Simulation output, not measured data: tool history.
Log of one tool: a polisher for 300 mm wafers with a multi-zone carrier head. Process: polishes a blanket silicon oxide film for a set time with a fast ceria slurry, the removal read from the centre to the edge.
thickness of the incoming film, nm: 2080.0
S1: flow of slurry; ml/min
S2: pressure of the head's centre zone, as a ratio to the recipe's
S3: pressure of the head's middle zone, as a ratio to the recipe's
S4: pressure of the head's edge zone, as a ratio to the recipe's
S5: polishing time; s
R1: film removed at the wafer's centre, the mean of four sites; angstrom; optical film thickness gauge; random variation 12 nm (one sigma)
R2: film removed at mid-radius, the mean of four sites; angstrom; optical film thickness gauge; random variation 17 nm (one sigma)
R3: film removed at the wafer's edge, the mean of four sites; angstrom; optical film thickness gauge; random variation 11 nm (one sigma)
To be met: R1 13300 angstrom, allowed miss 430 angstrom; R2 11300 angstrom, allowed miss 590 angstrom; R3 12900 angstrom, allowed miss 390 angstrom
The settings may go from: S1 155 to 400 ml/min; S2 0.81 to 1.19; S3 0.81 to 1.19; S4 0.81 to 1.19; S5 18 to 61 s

run	day	S1	S2	S3	S4	S5	R1	R2	R3
1	0	255	1	1	1	39	8024.4	7869.8	8435.2
2	0.312	255	1	1.08	1	39	8018.7	8496.8	8283.7
3	0.35	255	1.06	1.08	1	39	8629.2	8678.4	8356.5
4	0.4	255	1.06	1.08	1	43	9477.3	9328.7	9124.8
5	0.717	255	1.06	1.08	1	35	7774.7	7753.6	7439.5
6	0.938	255	1.06	1.14	1	35	7660.9	8028.2	7474.6
7	1.058	260	1.07	1.1	1.04	39	8862.2	8879.1	8426.4
8	1.342	260	1.07	1.06	1.07	42	9534.5	8923.9	9348.3

Which of these 5 next moves meets every target?
A	1.625	335	1.14	0.99	1.19	55	?	?	?
B	1.625	280	1.19	1.19	0.91	31	?	?	?
C	1.625	255	1.16	1.07	1.1	58	?	?	?
D	1.625	330	1.19	1.18	0.99	55	?	?	?
E	1.625	350	1.09	1.14	0.91	57	?	?	?

move	R1	R2	R3
A	13284	11524	12616
B	7715.5	7312.1	6258.2
C	13949	12580	12633
D	13870	13046	11599
E	13214	13247	11654
A: meets every target
B: further off than the last run
C: brings the result that was furthest off to its target, and leaves another outside
D: nearer than the last run, and not there yet
E: nearer than the last run, and not there yet
Answer: A

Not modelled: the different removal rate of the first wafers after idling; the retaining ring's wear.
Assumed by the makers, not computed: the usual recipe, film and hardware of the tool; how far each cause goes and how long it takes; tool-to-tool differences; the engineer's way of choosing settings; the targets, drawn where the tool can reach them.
